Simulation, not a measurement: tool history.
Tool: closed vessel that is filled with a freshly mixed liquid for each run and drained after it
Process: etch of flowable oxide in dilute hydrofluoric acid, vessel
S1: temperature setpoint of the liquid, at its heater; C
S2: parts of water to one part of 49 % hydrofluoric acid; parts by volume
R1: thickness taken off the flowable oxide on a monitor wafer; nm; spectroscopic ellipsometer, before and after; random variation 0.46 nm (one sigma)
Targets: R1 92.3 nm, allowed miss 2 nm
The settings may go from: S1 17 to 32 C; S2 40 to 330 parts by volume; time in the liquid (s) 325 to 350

run 1 day=0 | S1=24 S2=185 time_in_the_liquid_(s)=325 | R1=56.635
run 2 day=0.338 | S1=25.5 S2=180 time_in_the_liquid_(s)=325 | R1=61.682
run 3 day=0.483 | S1=27.5 S2=180 time_in_the_liquid_(s)=325 | R1=66.765
run 4 day=0.821 | S1=28.5 S2=175 time_in_the_liquid_(s)=325 | R1=70.684
run 5 day=0.983 | S1=28.5 S2=175 time_in_the_liquid_(s)=325 | R1=71.222
run 6 day=1.042 | S1=26.5 S2=175 time_in_the_liquid_(s)=325 | R1=66.202
run 7 day=1.221 | S1=27.5 S2=170 time_in_the_liquid_(s)=325 | R1=71.613
run 8 day=1.596 | S1=28.5 S2=165 time_in_the_liquid_(s)=325 | R1=75.682
run 9 day=1.946 | S1=29 S2=160 time_in_the_liquid_(s)=325 | R1=81.083
run 10 day=2.225 | S1=29.5 S2=160 time_in_the_liquid_(s)=325 | R1=82.261
run 11 day=2.3 | S1=30 S2=160 time_in_the_liquid_(s)=325 | R1=84.001
run 12 day=2.567 | S1=30.5 S2=160 time_in_the_liquid_(s)=325 | R1=85.577
run 13 day=2.862 | S1=31 S2=160 time_in_the_liquid_(s)=325 | R1=87.555
run 14 day=2.95 | S1=31.5 S2=160 time_in_the_liquid_(s)=325 | R1=88.492
run 15 day=3.321 | S1=32 S2=160 time_in_the_liquid_(s)=325 | R1=89.501

4 next moves are on the table. One of them brings every result within its allowed miss. Which?
run A day=3.692 | S1=31.5 S2=160 time_in_the_liquid_(s)=325 | R1=?
run B day=3.692 | S1=30 S2=150 time_in_the_liquid_(s)=350 | R1=?
run C day=3.692 | S1=29.5 S2=155 time_in_the_liquid_(s)=350 | R1=?
run D day=3.692 | S1=32 S2=160 time_in_the_liquid_(s)=345 | R1=?

move=A R1=88.785
move=B R1=97.984
move=C R1=92.531
move=D R1=95.912
A: further off than the last run
B: takes the result that was furthest off past its target
C: meets every target
D: takes the result that was furthest off past its target
Move C is the one to make.
